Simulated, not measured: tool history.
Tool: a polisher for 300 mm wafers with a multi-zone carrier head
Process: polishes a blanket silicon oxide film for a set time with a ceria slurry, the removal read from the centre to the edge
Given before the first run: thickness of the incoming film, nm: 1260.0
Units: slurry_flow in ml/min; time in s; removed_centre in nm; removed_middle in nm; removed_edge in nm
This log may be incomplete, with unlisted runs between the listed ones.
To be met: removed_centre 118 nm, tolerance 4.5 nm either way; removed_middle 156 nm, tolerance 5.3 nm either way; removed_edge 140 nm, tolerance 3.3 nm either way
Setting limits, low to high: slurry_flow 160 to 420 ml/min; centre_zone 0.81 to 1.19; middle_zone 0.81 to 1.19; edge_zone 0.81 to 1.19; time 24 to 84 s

| run | hour | slurry_flow | centre_zone | middle_zone | edge_zone | time | removed_centre | removed_middle | removed_edge |
|---|---|---|---|---|---|---|---|---|---|
| 1 | 0 | 270 | 1 | 1 | 1 | 54 | 248.97 | 247.42 | 246.81 |
| 2 | 7.9 | 270 | 1 | 0.96 | 1 | 54 | 246.25 | 238.64 | 248.08 |
| 3 | 10.9 | 245 | 0.93 | 1 | 0.98 | 44 | 182.39 | 197.08 | 196.76 |
| 4 | 18.7 | 225 | 0.89 | 1.03 | 0.95 | 40 | 158.87 | 184.78 | 176.39 |
| 5 | 22.1 | 225 | 0.89 | 1.03 | 0.95 | 27 | 106.86 | 122.68 | 118.75 |
| 6 | 27 | 225 | 0.88 | 1.08 | 0.99 | 28 | 107.82 | 131.58 | 126.5 |
| 7 | 32.5 | 230 | 0.88 | 1.11 | 0.99 | 29 | 114.79 | 141.31 | 130.82 |
| 8 | 41.2 | 250 | 0.87 | 1.13 | 1.01 | 29 | 114.71 | 143.54 | 132.13 |
| 9 | 49.7 | 275 | 0.85 | 1.19 | 1.07 | 31 | 120.8 | 159.03 | 144.95 |
| 10 | 56.7 | 265 | 0.85 | 1.19 | 1.06 | 31 | 120.39 | 159.83 | 143.57 |
| 11 | 64.4 | 255 | 0.85 | 1.19 | 1.05 | 31 | 120.53 | 161.54 | 142.88 |
| 12 | 72.1 | 255 | 0.85 | 1.18 | 1.04 | 31 | 119.87 | 158.72 | 142.57 |

Pick the move, out of 5, that brings all results within their allowed miss; only one does.
| A | 79.8 | 305 | 0.81 | 1.19 | 1 | 32 | ? | ? | ? |
| B | 79.8 | 265 | 0.82 | 1.19 | 1 | 32 | ? | ? | ? |
| C | 79.8 | 280 | 0.87 | 1.19 | 1.06 | 30 | ? | ? | ? |
| D | 79.8 | 250 | 0.83 | 1.19 | 0.99 | 33 | ? | ? | ? |
| E | 79.8 | 160 | 0.92 | 1.19 | 0.98 | 32 | ? | ? | ? |

| move | removed_centre | removed_middle | removed_edge |
|---|---|---|---|
| A | 118.67 | 165.22 | 147.13 |
| B | 118.64 | 163.35 | 145.86 |
| C | 118.67 | 153.78 | 141.08 |
| D | 123.17 | 167.61 | 149.14 |
| E | 126.37 | 155.7 | 139.44 |
A: the biggest miss grows against the last run
B: the biggest miss grows against the last run
C: every result within its allowed miss
D: the biggest miss grows against the last run
E: puts the biggest miss on target and leaves a different result outside tolerance
Answer: C
